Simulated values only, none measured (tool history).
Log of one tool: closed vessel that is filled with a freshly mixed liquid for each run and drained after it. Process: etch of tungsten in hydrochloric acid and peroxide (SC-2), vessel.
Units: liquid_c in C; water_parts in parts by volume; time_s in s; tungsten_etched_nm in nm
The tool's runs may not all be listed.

| run | hour | liquid_c | water_parts | time_s | tungsten_etched_nm |
|---|---|---|---|---|---|
| 1 | 0 | 55 | 9.5 | 30 | 11.679 |
| 2 | 7.1 | 55.5 | 9.5 | 30 | 11.994 |
| 3 | 8.1 | 51.5 | 9.5 | 30 | 9.2362 |
| 4 | 14.7 | 52.5 | 9.5 | 30 | 9.7706 |
| 5 | 15.5 | 52.5 | 11 | 30 | 8.5821 |
| 6 | 22.9 | 46.5 | 11 | 30 | 5.7126 |
| 7 | 25.5 | 48.5 | 11 | 30 | 6.6856 |
| 8 | 34 | 48.5 | 11 | 30 | 6.6432 |
| 9 | 35.1 | 50 | 11 | 30 | 7.307 |
| 10 | 40.4 | 51.5 | 11 | 30 | 8.0365 |
|  | 49 | new drum of peroxide connected |
| 11 | 49 | 53 | 11 | 30 | 9.3292 |
| 12 | 57 | 54 | 11 | 30 | 9.9816 |

Run 13 comes next. What will it give?
| 13 | 63.6 | 55 | 11 | 30 | ? |

{"run 13": {"tungsten_etched_nm": 10.409}}

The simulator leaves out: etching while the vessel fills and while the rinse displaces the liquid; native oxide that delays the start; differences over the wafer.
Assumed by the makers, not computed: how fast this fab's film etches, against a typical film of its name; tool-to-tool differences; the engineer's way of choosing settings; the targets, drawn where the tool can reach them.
